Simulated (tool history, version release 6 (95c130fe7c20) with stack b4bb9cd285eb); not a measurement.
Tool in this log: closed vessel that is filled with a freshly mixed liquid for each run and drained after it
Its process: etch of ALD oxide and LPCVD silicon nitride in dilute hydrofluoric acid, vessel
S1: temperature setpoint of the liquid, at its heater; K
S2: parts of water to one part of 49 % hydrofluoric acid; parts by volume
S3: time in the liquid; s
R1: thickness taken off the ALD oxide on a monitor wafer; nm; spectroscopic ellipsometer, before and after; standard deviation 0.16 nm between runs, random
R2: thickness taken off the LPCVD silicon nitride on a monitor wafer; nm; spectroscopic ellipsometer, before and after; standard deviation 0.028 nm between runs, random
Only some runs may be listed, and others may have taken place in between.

run,hour,S1,S2,S3,R1,R2
1,0.0,294.15,160,275,25.174,0.72223
2,8.6,294.15,130,275,32.152,0.89955
3,9.3,294.15,130,220,25.702,0.64674
4,17.5,294.15,130,295,33.989,0.89926
5,24.8,294.15,110,295,41.372,1.14580
6,30.0,292.65,110,295,39.227,1.03470

Estimate the outcome of run 7 from the log above:
7,31.9,293.15,135,300,?,?

{"run 7": {"R1": 31.57, "R2": 0.85073}}

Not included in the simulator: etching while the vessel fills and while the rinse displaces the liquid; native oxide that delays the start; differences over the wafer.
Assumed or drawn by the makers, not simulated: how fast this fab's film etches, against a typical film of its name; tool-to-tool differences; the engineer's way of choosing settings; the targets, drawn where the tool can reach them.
